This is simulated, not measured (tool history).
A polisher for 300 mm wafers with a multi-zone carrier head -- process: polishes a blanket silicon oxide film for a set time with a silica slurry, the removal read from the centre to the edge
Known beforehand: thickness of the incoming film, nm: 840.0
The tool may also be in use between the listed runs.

run,hour,flow of slurry (ml/min),pressure of the head's centre zone,pressure of the head's middle zone,pressure of the head's edge zone,abrasive content of the slurry,polishing time (s),film removed at the wafer's centre (angstrom),film removed at mid-radius (angstrom),film removed at the wafer's edge (angstrom)
1,0,295,1,1,1,1,41,972.1,951.06,988.26
2,2.3,295,1,1.06,1,1,41,976.79,974.44,1001.4
3,7.5,295,1,1.06,1,1,47,1111,1144,1128.8
4,16.2,290,1,1.03,0.97,0.9,47,1087.6,1079.9,1084.2
5,18.7,290,1,1.1,0.97,0.9,47,1063.9,1098,1081.1
6,25,290,1.01,1.1,0.95,0.8,46,1013.7,1036.9,993.87
7,31.9,285,1.01,1.07,0.94,0.75,46,967.53,983.43,957.22

The next listed run, before its measurement:
8,39.3,280,1.01,1.05,0.92,0.7,46,?,?,?

For run 8 the tool returned film removed at the wafer's centre (angstrom) 942.99, film removed at mid-radius (angstrom) 952.1, film removed at the wafer's edge (angstrom) 925.04.
